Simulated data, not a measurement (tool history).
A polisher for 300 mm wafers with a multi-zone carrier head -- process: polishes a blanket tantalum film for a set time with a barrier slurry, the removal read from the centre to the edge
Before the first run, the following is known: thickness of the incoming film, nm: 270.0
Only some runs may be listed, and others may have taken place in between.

run    day  flow of slurry (ml/min)  pressure of the head's centre zone  pressure of the head's middle zone  pressure of the head's edge zone  abrasive content of the slurry  polishing time (s)  film removed at the wafer's centre (angstrom)  film removed at mid-radius (angstrom)  film removed at the wafer's edge (angstrom)
  1      0                      130                                   1                                   1                                 1                               1                  60                                         536.22                                 503.59                                        520.7
  2  0.204                      130                                   1                                0.94                                 1                               1                  60                                         535.02                                 483.32                                       513.79
  3  0.338                      140                                1.03                                0.95                              1.04                            1.05                  60                                         568.94                                 496.03                                       550.36
  4  0.704                      150                                1.03                                0.95                              1.04                            1.05                  60                                         577.39                                 498.06                                       549.13
  5  0.838                      150                                1.03                                1.03                              1.04                            1.05                  60                                         570.61                                 540.01                                       541.04
  6  1.138                      155                                1.06                                1.02                              1.06                             1.1                  60                                          595.3                                 540.62                                       551.36
  7  1.204                      160                                1.08                                1.01                              1.08                            1.15                  60                                          618.2                                 542.61                                       568.58
  8  1.467                      165                                 1.1                                1.01                               1.1                             1.2                  60                                         645.51                                 546.87                                       593.03

Run 9 is up next; what results do you expect?
  9  1.742                      170                                1.11                                1.01                              1.11                            1.25                  60                                              ?                                      ?                                            ?

{"run 9": {"film removed at the wafer's centre (angstrom)": 647.04, "film removed at mid-radius (angstrom)": 560.07, "film removed at the wafer's edge (angstrom)": 590.25}}

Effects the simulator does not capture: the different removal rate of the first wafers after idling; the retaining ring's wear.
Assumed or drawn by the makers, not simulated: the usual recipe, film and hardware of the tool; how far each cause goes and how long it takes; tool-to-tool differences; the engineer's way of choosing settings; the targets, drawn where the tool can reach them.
